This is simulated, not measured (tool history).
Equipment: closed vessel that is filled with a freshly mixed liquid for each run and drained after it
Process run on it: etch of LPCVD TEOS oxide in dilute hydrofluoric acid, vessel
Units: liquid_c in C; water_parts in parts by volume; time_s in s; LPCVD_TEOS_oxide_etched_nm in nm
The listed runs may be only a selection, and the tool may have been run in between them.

run,hour,liquid_c,water_parts,time_s,LPCVD_TEOS_oxide_etched_nm
1,0,25,90,100,21.376
2,3.6,25,90,105,22.01
3,5.1,22,90,105,19.823
4,13.1,25,90,105,22.332
5,21.1,25,90,100,21.174
6,25.7,25,90,100,21.107
7,32.3,27.5,85,100,25.254
8,37.8,29,80,100,28.424
9,46.9,30,80,100,29.545
10,53.9,31,80,100,30.777
11,58.6,31,80,100,30.566
12,59.6,31.5,75,100,33.705
13,60.5,32,75,100,34.271
14,62.2,32,75,100,34.244
15,67.3,32.5,75,100,35.442
16,75.1,33,75,100,35.395
17,79.7,33,70,100,38.783

What will run 18 give?
18,82.2,33,70,100,?

{"run 18": {"LPCVD_TEOS_oxide_etched_nm": 38.55}}

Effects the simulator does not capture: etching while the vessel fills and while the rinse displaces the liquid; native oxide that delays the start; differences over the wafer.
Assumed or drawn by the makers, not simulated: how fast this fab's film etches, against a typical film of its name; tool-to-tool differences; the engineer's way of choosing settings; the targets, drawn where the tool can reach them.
